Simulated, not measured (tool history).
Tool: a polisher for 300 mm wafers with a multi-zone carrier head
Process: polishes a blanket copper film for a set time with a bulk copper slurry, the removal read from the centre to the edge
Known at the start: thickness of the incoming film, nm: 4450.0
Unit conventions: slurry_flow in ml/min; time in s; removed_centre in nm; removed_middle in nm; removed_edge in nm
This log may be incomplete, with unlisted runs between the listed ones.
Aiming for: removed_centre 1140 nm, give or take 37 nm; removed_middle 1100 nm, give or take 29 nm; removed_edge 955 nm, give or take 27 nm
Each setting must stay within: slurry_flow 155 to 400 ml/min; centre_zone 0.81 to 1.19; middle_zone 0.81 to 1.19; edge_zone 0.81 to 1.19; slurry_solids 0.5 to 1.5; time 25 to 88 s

run 1 hour=0 | slurry_flow=255 centre_zone=1 middle_zone=1 edge_zone=1 slurry_solids=1 time=56 | removed_centre=726.33 removed_middle=752.18 removed_edge=725.52
run 2 hour=5.9 | slurry_flow=265 centre_zone=1.03 middle_zone=1.02 edge_zone=1.01 slurry_solids=1.1 time=57 | removed_centre=789.35 removed_middle=802.04 removed_edge=756.01
run 3 hour=9 | slurry_flow=265 centre_zone=1.03 middle_zone=1.02 edge_zone=1.01 slurry_solids=1.1 time=50 | removed_centre=702.11 removed_middle=697.44 removed_edge=675.97
run 4 hour=13.4 | slurry_flow=265 centre_zone=1.03 middle_zone=1.02 edge_zone=1.01 slurry_solids=1.1 time=60 | removed_centre=851.82 removed_middle=841.17 removed_edge=812.84
run 5 hour=19.1 | slurry_flow=265 centre_zone=1.03 middle_zone=1.02 edge_zone=0.98 slurry_solids=1.1 time=60 | removed_centre=830.78 removed_middle=841.58 removed_edge=799.65
run 6 hour=20.8 | slurry_flow=275 centre_zone=1.05 middle_zone=1.04 edge_zone=0.99 slurry_solids=1.15 time=60 | removed_centre=864.94 removed_middle=860.36 removed_edge=819.07
run 7 hour=22.3 | slurry_flow=335 centre_zone=1.15 middle_zone=1.14 edge_zone=0.97 slurry_solids=1.4 time=64 | removed_centre=1076.7 removed_middle=1041.9 removed_edge=906.66
run 8 hour=24.4 | slurry_flow=335 centre_zone=1.15 middle_zone=1.15 edge_zone=0.98 slurry_solids=1.4 time=64 | removed_centre=1072.6 removed_middle=1054 removed_edge=915.14
run 9 hour=28.8 | slurry_flow=335 centre_zone=1.16 middle_zone=1.15 edge_zone=0.99 slurry_solids=1.4 time=64 | removed_centre=1100.1 removed_middle=1038.4 removed_edge=910.27
run 10 hour=29.8 | slurry_flow=335 centre_zone=1.16 middle_zone=1.16 edge_zone=0.99 slurry_solids=1.4 time=64 | removed_centre=1096.1 removed_middle=1052.1 removed_edge=909.11
run 11 hour=32.9 | slurry_flow=340 centre_zone=1.16 middle_zone=1.16 edge_zone=1 slurry_solids=1.4 time=64 | removed_centre=1092.3 removed_middle=1051.5 removed_edge=914.82
run 12 hour=34.9 | slurry_flow=345 centre_zone=1.17 middle_zone=1.17 edge_zone=1.02 slurry_solids=1.45 time=64 | removed_centre=1112.5 removed_middle=1058.7 removed_edge=926.74

Consider the 5 candidate settings below. Which is the only one whose results all fall within their allowed miss of target?
run A hour=36.9 | slurry_flow=355 centre_zone=1.18 middle_zone=1.11 edge_zone=0.87 slurry_solids=1.25 time=71 | removed_centre=? removed_middle=? removed_edge=?
run B hour=36.9 | slurry_flow=385 centre_zone=1.19 middle_zone=1.14 edge_zone=0.93 slurry_solids=1.2 time=67 | removed_centre=? removed_middle=? removed_edge=?
run C hour=36.9 | slurry_flow=325 centre_zone=1.14 middle_zone=1.07 edge_zone=1.05 slurry_solids=1.4 time=66 | removed_centre=? removed_middle=? removed_edge=?
run D hour=36.9 | slurry_flow=395 centre_zone=1.13 middle_zone=1.07 edge_zone=1.14 slurry_solids=1.45 time=62 | removed_centre=? removed_middle=? removed_edge=?
run E hour=36.9 | slurry_flow=380 centre_zone=1.16 middle_zone=1.18 edge_zone=1 slurry_solids=1.45 time=65 | removed_centre=? removed_middle=? removed_edge=?

move=A removed_centre=1212.3 removed_middle=1104.1 removed_edge=922.24
move=B removed_centre=1150.9 removed_middle=1054.9 removed_edge=892.77
move=C removed_centre=1108.9 removed_middle=1024.3 removed_edge=957.68
move=D removed_centre=1060.6 removed_middle=986.66 removed_edge=957.98
move=E removed_centre=1138.5 removed_middle=1093.1 removed_edge=937.71
A: brings the last run's worst result on target, with another outside its allowed miss
B: the biggest miss grows against the last run
C: the biggest miss grows against the last run
D: the biggest miss grows against the last run
E: hits every target within its allowed miss
Answer: E
